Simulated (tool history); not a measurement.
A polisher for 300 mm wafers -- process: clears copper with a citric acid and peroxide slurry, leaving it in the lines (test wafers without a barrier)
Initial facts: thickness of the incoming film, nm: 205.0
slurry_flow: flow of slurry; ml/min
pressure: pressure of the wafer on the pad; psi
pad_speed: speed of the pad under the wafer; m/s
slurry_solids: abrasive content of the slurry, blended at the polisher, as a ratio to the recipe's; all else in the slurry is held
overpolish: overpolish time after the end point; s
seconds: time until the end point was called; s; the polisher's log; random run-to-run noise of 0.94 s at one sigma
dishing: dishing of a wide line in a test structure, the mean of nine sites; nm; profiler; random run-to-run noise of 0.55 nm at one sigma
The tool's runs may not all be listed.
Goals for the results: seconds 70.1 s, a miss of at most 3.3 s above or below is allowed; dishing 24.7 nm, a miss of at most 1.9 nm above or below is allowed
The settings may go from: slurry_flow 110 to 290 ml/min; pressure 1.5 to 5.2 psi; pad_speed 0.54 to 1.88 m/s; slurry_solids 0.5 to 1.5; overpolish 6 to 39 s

run 1 hour=0 | slurry_flow=185 pressure=3.3 pad_speed=1.2 slurry_solids=1 overpolish=20 | seconds=74.599 dishing=34.017
run 2 hour=7.8 | slurry_flow=205 pressure=3.3 pad_speed=1.2 slurry_solids=1 overpolish=20 | seconds=72.4 dishing=33.263
run 3 hour=11.8 | slurry_flow=205 pressure=3.3 pad_speed=0.92 slurry_solids=1 overpolish=20 | seconds=84.179 dishing=30.11
run 4 hour=14.8 | slurry_flow=210 pressure=3.4 pad_speed=0.92 slurry_solids=1 overpolish=19 | seconds=80.834 dishing=29.936
run 5 hour=22.5 | slurry_flow=215 pressure=3.4 pad_speed=0.92 slurry_solids=1 overpolish=18 | seconds=82.218 dishing=29.085
run 6 hour=24.3 | slurry_flow=245 pressure=3.4 pad_speed=0.92 slurry_solids=1 overpolish=18 | seconds=78.754 dishing=29.785
run 7 hour=32.7 | slurry_flow=245 pressure=3.4 pad_speed=0.92 slurry_solids=1 overpolish=17 | seconds=78.943 dishing=28.929
run 8 hour=39.3 | slurry_flow=250 pressure=3.8 pad_speed=0.94 slurry_solids=1 overpolish=8 | seconds=68.352 dishing=16.952

Below are 4 possible settings for the next run. Only one of them brings all results inside the allowed miss of their targets. Which is it?
run A hour=45.9 | slurry_flow=175 pressure=4.2 pad_speed=1 slurry_solids=0.8 overpolish=10 | seconds=? dishing=?
run B hour=45.9 | slurry_flow=250 pressure=4.2 pad_speed=1.02 slurry_solids=1 overpolish=9 | seconds=? dishing=?
run C hour=45.9 | slurry_flow=240 pressure=3.3 pad_speed=1.14 slurry_solids=1.15 overpolish=13 | seconds=? dishing=?
run D hour=45.9 | slurry_flow=230 pressure=3.9 pad_speed=1.08 slurry_solids=1.1 overpolish=14 | seconds=? dishing=?

move=A seconds=68.906 dishing=21.553
move=B seconds=60.213 dishing=22.08
move=C seconds=68.738 dishing=26.37
move=D seconds=61.423 dishing=30.55
A: nearer the targets than the last run, but a result is still out of spec
B: nearer the targets than the last run, but a result is still out of spec
C: all results in spec
D: carries the result that was furthest off beyond its target, to the other side
Correct choice: C, which meets every target
